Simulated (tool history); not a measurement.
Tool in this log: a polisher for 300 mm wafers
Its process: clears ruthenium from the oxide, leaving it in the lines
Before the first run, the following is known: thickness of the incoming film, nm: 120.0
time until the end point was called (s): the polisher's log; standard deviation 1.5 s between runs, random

| run | hour | flow of slurry (ml/min) | pressure of the wafer on the pad (psi) | speed of the pad under the wafer (cm/s) | overpolish time after the end point (s) | time until the end point was called (s) |
|---|---|---|---|---|---|---|
| 1 | 0 | 190 | 1.5 | 118 | 5 | 134.63 |
| 2 | 6 | 190 | 1.5 | 96 | 5 | 160.09 |
| 3 | 12.3 | 190 | 1.5 | 70 | 5 | 195.19 |
| 4 | 14.2 | 190 | 1.5 | 70 | 4 | 194.59 |
| 5 | 14.8 | 190 | 1.7 | 74 | 4 | 165.37 |
| 6 | 21.9 | 210 | 1.7 | 74 | 4 | 160.23 |
| 7 | 27.2 | 210 | 1.7 | 74 | 4 | 157.7 |
| 8 | 31.3 | 220 | 1.8 | 74 | 4 | 153.4 |

Forecast run 9:
| 9 | 35.3 | 220 | 1.9 | 78 | 4 | ? |

Run 9 produced time until the end point was called (s) 135.86.

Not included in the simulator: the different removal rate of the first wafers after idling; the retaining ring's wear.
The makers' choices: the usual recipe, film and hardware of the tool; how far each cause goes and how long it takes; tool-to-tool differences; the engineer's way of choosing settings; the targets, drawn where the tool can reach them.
